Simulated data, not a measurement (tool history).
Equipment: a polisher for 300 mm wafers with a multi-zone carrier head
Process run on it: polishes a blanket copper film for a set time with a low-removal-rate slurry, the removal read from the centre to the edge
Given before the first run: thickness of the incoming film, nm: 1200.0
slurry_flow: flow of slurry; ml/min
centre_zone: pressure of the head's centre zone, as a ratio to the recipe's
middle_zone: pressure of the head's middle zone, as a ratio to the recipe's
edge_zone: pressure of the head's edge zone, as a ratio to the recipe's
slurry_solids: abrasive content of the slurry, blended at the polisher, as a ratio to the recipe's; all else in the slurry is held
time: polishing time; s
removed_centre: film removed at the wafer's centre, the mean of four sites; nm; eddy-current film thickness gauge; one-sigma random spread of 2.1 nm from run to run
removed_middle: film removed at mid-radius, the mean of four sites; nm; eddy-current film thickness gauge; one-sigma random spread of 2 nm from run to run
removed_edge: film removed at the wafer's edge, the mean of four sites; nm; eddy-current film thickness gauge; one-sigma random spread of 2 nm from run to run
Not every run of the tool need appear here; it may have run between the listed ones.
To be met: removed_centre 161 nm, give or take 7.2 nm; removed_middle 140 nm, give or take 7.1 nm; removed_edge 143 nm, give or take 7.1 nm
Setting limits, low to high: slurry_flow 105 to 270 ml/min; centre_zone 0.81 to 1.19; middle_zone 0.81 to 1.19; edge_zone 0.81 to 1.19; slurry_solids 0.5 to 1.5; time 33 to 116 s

| run | hour | slurry_flow | centre_zone | middle_zone | edge_zone | slurry_solids | time | removed_centre | removed_middle | removed_edge |
|---|---|---|---|---|---|---|---|---|---|---|
| 1 | 0 | 175 | 1 | 1 | 1 | 1 | 74 | 176.07 | 172.81 | 178.75 |
| 2 | 1.6 | 175 | 1.01 | 0.99 | 0.98 | 0.9 | 73 | 173.35 | 164.05 | 163.52 |
| 3 | 5.2 | 130 | 1.01 | 0.99 | 0.98 | 0.9 | 73 | 168.17 | 156.42 | 162.5 |
| 4 | 10.6 | 130 | 1.01 | 0.99 | 0.98 | 1.05 | 73 | 174.13 | 163.64 | 172.06 |
| 5 | 16.6 | 130 | 1.01 | 0.98 | 0.97 | 1 | 73 | 171.61 | 158.78 | 166.17 |
| 6 | 19.7 | 130 | 1.01 | 0.97 | 0.95 | 0.95 | 73 | 165.19 | 157.18 | 162.54 |
| 7 | 25.1 | 130 | 1.02 | 0.96 | 0.94 | 0.9 | 73 | 162.7 | 150.47 | 161.65 |
| 8 | 29.5 | 130 | 1.04 | 0.97 | 0.94 | 0.85 | 73 | 163.61 | 149.59 | 158.8 |
| 9 | 34.9 | 135 | 1.06 | 0.98 | 0.93 | 0.8 | 73 | 166.81 | 148.69 | 152.65 |
| 10 | 40.5 | 135 | 1.06 | 0.98 | 0.92 | 0.8 | 73 | 166.85 | 144.71 | 155.15 |
| 11 | 42.7 | 135 | 1.06 | 0.99 | 0.92 | 0.75 | 73 | 162.57 | 147.46 | 149.63 |

Next run, 4 choices. One meets every target within its allowed miss, the rest don't. Which?
| A | 44.9 | 160 | 1.16 | 1.08 | 1.04 | 0.65 | 67 | ? | ? | ? |
| B | 44.9 | 150 | 1.01 | 1.06 | 0.92 | 0.7 | 77 | ? | ? | ? |
| C | 44.9 | 135 | 1.06 | 1.1 | 0.93 | 0.6 | 79 | ? | ? | ? |
| D | 44.9 | 105 | 1.08 | 0.83 | 1.01 | 0.95 | 72 | ? | ? | ? |

| move | removed_centre | removed_middle | removed_edge |
|---|---|---|---|
| A | 157.78 | 138.92 | 139.6 |
| B | 160.87 | 160.59 | 154.88 |
| C | 160.48 | 157.69 | 148.59 |
| D | 169.54 | 129.92 | 163.4 |
A: hits every target within its allowed miss
B: further off than the last run
C: further off than the last run
D: takes the result that was furthest off past its target
So the answer is move A, the one that meets all the targets.

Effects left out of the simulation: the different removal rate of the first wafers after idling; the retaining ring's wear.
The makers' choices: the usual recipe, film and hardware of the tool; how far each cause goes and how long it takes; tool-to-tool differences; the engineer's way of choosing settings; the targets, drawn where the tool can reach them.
